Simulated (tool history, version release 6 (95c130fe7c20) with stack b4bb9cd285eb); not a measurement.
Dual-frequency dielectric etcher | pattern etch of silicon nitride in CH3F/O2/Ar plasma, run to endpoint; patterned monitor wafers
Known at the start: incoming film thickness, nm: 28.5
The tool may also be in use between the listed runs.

run 1 hour=0.0 | source_power_(kW)=0.340 bias_power_(kW)=0.064 | endpoint_time_(s)=49.520
run 2 hour=0.6 | source_power_(kW)=0.330 bias_power_(kW)=0.063 | endpoint_time_(s)=50.366
run 3 hour=7.5 | source_power_(kW)=0.330 bias_power_(kW)=0.053 | endpoint_time_(s)=52.099
run 4 hour=12.3 | source_power_(kW)=0.320 bias_power_(kW)=0.052 | endpoint_time_(s)=53.122
run 5 hour=13.5 | source_power_(kW)=0.320 bias_power_(kW)=0.062 | endpoint_time_(s)=50.908
run 6 hour=21.9 | source_power_(kW)=0.310 bias_power_(kW)=0.061 | endpoint_time_(s)=51.722
run 7 hour=24.1 | source_power_(kW)=0.300 bias_power_(kW)=0.060 | endpoint_time_(s)=53.468
run 8 hour=31.3 | source_power_(kW)=0.290 bias_power_(kW)=0.060 | endpoint_time_(s)=53.657

Run 9 comes next. What will it give?
run 9 hour=37.7 | source_power_(kW)=0.240 bias_power_(kW)=0.054 | endpoint_time_(s)=?

Run 9 gave endpoint time (s) 61.343.

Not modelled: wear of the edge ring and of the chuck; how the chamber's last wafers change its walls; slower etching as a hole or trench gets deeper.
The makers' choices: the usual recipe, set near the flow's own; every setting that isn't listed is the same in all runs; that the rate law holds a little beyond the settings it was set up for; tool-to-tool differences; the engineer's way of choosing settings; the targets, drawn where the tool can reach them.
